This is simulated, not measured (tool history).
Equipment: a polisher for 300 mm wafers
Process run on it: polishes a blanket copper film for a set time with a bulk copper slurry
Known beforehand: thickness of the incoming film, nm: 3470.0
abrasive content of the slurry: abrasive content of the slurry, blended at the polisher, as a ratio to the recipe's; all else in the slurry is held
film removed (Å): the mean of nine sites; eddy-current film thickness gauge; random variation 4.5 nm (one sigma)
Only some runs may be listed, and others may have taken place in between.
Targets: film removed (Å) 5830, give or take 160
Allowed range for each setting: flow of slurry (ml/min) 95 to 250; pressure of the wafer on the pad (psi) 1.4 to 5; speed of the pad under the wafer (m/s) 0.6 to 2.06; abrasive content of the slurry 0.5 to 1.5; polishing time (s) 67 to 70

| run | hour | flow of slurry (ml/min) | pressure of the wafer on the pad (psi) | speed of the pad under the wafer (m/s) | abrasive content of the slurry | polishing time (s) | film removed (Å) |
|---|---|---|---|---|---|---|---|
| 1 | 0 | 160 | 3.2 | 1.32 | 1 | 67 | 7817.9 |
| 2 | 5.3 | 160 | 2.4 | 1.32 | 1 | 67 | 6648.9 |
| 3 | 12.9 | 155 | 2.3 | 1.32 | 1 | 67 | 6455.3 |
| 4 | 13.7 | 155 | 2.2 | 1.32 | 1 | 67 | 6334.8 |
| 5 | 16.2 | 170 | 2.2 | 1.32 | 1 | 67 | 6356.6 |
| 6 | 24 | 170 | 2.2 | 1.32 | 1 | 67 | 6396.5 |
| 7 | 29.8 | 170 | 2.2 | 1.32 | 1 | 67 | 6355.6 |
| 8 | 30.7 | 170 | 2 | 1.32 | 1 | 67 | 6114.6 |

Of the 5 settings listed for the next run, only one would bring every result within its allowed miss of target. Which one?
| A | 31.6 | 140 | 3.2 | 1.1 | 1.1 | 67 | ? |
| B | 31.6 | 130 | 1.8 | 1.24 | 1.4 | 69 | ? |
| C | 31.6 | 160 | 1.7 | 1.52 | 1 | 68 | ? |
| D | 31.6 | 185 | 2.5 | 1.16 | 1 | 67 | ? |
| E | 31.6 | 110 | 3.1 | 1.06 | 1.1 | 67 | ? |

| move | film removed (Å) |
|---|---|
| A | 6837.2 |
| B | 5836 |
| C | 6388 |
| D | 6228.6 |
| E | 6351.2 |
A: its largest miss is bigger than the last run's
B: every result within its allowed miss
C: its largest miss is bigger than the last run's
D: its largest miss is bigger than the last run's
E: its largest miss is bigger than the last run's
The move that meets every target is B.

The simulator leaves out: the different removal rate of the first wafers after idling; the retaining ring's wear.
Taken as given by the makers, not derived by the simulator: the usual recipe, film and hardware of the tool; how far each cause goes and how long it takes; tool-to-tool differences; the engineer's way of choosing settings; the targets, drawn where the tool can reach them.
